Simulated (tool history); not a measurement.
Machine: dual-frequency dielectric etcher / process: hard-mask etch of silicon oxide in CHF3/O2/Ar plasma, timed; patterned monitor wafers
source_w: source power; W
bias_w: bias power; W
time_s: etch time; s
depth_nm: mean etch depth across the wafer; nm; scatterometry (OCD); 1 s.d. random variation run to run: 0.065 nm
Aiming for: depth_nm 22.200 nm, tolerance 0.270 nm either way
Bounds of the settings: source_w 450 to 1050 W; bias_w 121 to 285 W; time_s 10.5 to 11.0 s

run    day  source_w  bias_w  time_s  depth_nm
  1  0.000       750     203    11.0    23.615
  2  0.233       720     202    11.0    23.267
  3  0.508       700     202    11.0    23.012
  4  0.829       700     238    11.0    24.520
  5  1.108       700     238    11.0    24.363
  6  1.262       790     238    11.0    25.535
  7  1.579       730     237    11.0    24.820
  8  1.925       730     237    11.0    24.773
  9  2.233       680     236    11.0    24.249
 10  2.425       640     235    11.0    23.532
 11  2.688       620     234    11.0    23.265
 12  2.862       600     234    11.0    22.941
 13  3.175       590     234    11.0    22.936

Pick the move, out of 4, that brings all results within their allowed miss; only one does.
  A  3.488       690     209    10.5         ?
  B  3.488       610     216    10.5         ?
  C  3.488       580     230    10.5         ?
  D  3.488       560     240    10.5         ?

move  depth_nm
   A    22.140
   B    21.457
   C    21.579
   D    21.661
A: all results land within tolerance of their targets
B: the result that was furthest off in the last run now lies on the other side of its target
C: the result that was furthest off in the last run now lies on the other side of its target
D: the result that was furthest off in the last run now lies on the other side of its target
The right move is A.
